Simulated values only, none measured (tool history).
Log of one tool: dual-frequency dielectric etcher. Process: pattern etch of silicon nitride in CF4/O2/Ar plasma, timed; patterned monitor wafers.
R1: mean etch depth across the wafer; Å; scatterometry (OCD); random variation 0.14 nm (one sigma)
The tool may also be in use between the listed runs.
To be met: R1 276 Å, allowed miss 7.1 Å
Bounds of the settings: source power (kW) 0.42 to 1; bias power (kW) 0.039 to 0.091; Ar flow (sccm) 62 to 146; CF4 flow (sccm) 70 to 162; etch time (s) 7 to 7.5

Run 1, hour 0: source power (kW) 0.71, bias power (kW) 0.065, Ar flow (sccm) 104, CF4 flow (sccm) 116, etch time (s) 7.5. Result: R1 203.6 Å.
Run 2, hour 9: source power (kW) 0.78, bias power (kW) 0.066, Ar flow (sccm) 104, CF4 flow (sccm) 116, etch time (s) 7.5. Result: R1 221.69 Å.
Run 3, hour 9.7: source power (kW) 0.66, bias power (kW) 0.066, Ar flow (sccm) 104, CF4 flow (sccm) 116, etch time (s) 7.5. Result: R1 198.2 Å.
Run 4, hour 10.4: source power (kW) 0.66, bias power (kW) 0.072, Ar flow (sccm) 104, CF4 flow (sccm) 116, etch time (s) 7.5. Result: R1 207.66 Å.
Run 5, hour 10.9: source power (kW) 0.74, bias power (kW) 0.073, Ar flow (sccm) 104, CF4 flow (sccm) 116, etch time (s) 7.5. Result: R1 224.09 Å.
Run 6, hour 17: source power (kW) 0.74, bias power (kW) 0.073, Ar flow (sccm) 104, CF4 flow (sccm) 107, etch time (s) 7.5. Result: R1 224.13 Å.
Run 7, hour 22.1: source power (kW) 0.8, bias power (kW) 0.074, Ar flow (sccm) 104, CF4 flow (sccm) 107, etch time (s) 7.5. Result: R1 236.7 Å.
Run 8, hour 29: source power (kW) 0.84, bias power (kW) 0.075, Ar flow (sccm) 104, CF4 flow (sccm) 107, etch time (s) 7.5. Result: R1 248.57 Å.

5 next moves are on the table. One of them brings every result within its allowed miss. Which?
Run A, hour 35.9: source power (kW) 0.96, bias power (kW) 0.076, Ar flow (sccm) 100, CF4 flow (sccm) 108, etch time (s) 7.5. Result: R1 ?.
Run B, hour 35.9: source power (kW) 0.95, bias power (kW) 0.076, Ar flow (sccm) 86, CF4 flow (sccm) 114, etch time (s) 7. Result: R1 ?.
Run C, hour 35.9: source power (kW) 0.88, bias power (kW) 0.077, Ar flow (sccm) 112, CF4 flow (sccm) 112, etch time (s) 7.5. Result: R1 ?.
Run D, hour 35.9: source power (kW) 0.92, bias power (kW) 0.087, Ar flow (sccm) 116, CF4 flow (sccm) 122, etch time (s) 7. Result: R1 ?.
Run E, hour 35.9: source power (kW) 0.85, bias power (kW) 0.078, Ar flow (sccm) 95, CF4 flow (sccm) 102, etch time (s) 7.5. Result: R1 ?.

move      R1
   A  272.16
   B   255.8
   C   255.1
   D  261.67
   E   252.1
A: meets every target
B: nearer than the last run, and not there yet
C: nearer than the last run, and not there yet
D: nearer than the last run, and not there yet
E: nearer than the last run, and not there yet
Move A is the one to make.
